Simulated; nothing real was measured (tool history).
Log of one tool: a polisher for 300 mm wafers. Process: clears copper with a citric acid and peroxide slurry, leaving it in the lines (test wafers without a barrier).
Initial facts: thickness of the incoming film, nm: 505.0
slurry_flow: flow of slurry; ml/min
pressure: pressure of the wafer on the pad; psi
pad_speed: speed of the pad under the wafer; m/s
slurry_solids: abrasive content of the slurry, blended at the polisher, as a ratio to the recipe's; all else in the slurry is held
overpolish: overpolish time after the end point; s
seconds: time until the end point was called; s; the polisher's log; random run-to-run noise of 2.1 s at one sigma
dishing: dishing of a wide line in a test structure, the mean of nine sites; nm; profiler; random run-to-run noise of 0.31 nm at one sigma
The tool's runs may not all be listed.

run,day,slurry_flow,pressure,pad_speed,slurry_solids,overpolish,seconds,dishing
1,0.000,135,3.2,1.28,1.00,17,146.81,37.274
2,0.188,135,3.2,1.28,0.80,17,159.26,36.569
3,0.308,135,3.2,1.28,0.60,17,164.40,33.017
4,0.483,135,3.2,1.08,0.60,17,202.85,30.505
5,0.567,135,3.2,1.08,0.50,17,208.60,28.426
6,0.729,125,3.1,1.16,0.50,15,205.78,25.305
7,0.808,115,3.1,1.22,0.50,13,195.17,24.842
8,0.988,150,3.4,1.14,0.75,5,165.28,11.373
9,1.258,140,3.5,1.14,0.75,5,167.31,11.621
10,1.408,140,3.5,1.14,0.75,5,165.38,11.200

Run 11 comes next. What will it give?
11,1.550,135,3.5,1.16,0.75,6,?,?

{"run 11": {"seconds": 160.2, "dishing": 13.526}}
